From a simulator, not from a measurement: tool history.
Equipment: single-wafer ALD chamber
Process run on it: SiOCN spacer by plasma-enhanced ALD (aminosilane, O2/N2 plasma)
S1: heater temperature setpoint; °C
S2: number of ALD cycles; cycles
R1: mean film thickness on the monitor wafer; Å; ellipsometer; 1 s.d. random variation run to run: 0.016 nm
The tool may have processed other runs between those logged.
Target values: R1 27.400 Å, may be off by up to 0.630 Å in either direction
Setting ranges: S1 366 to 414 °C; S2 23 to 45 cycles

run	day	S1	S2	R1
1	0.000	390	34	22.109
2	0.283	390	37	24.154
3	0.392	390	40	26.177
4	0.471	396	40	25.882
5	0.608	396	37	24.206
6	0.767	396	38	24.694
7	0.867	396	39	25.320
8	0.983	396	40	26.194
9	1.212	396	41	26.611

4 next moves are on the table. One of them brings every result within its allowed miss. Which?
A	1.442	404	40	?
B	1.442	396	44	?
C	1.442	394	45	?
D	1.442	397	42	?

move	R1
A	26.171
B	28.832
C	29.487
D	27.521
A: further off than the last run
B: moves the result that the last run missed by most past its target, out the other side
C: moves the result that the last run missed by most past its target, out the other side
D: every result lands within tolerance
D is the move that brings every result within its allowed miss.
